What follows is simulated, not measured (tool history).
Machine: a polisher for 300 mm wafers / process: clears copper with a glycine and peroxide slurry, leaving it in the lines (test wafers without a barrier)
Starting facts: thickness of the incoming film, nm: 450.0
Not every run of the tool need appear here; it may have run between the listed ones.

run,hour,flow of slurry (ml/min),pressure of the wafer on the pad (psi),speed of the pad under the wafer (cm/s),overpolish time after the end point (s),time until the end point was called (s),dishing of a wide line in a test structure (Å)
1,0,135,2,126,18,102.52,602.41
2,6.9,135,2,114,18,110.06,580.24
3,10.5,135,2,98,18,120.74,517.06
4,15.7,135,1.8,98,20,133.73,518.17
5,21.8,135,1.8,98,15,135.28,414.2
6,26,135,1.8,98,21,132.84,556.22

For run 7, what comes out?
7,34.9,135,1.7,98,22,?,?

{"run 7": {"time until the end point was called (s)": 138.78, "dishing of a wide line in a test structure (Å)": 530.86}}

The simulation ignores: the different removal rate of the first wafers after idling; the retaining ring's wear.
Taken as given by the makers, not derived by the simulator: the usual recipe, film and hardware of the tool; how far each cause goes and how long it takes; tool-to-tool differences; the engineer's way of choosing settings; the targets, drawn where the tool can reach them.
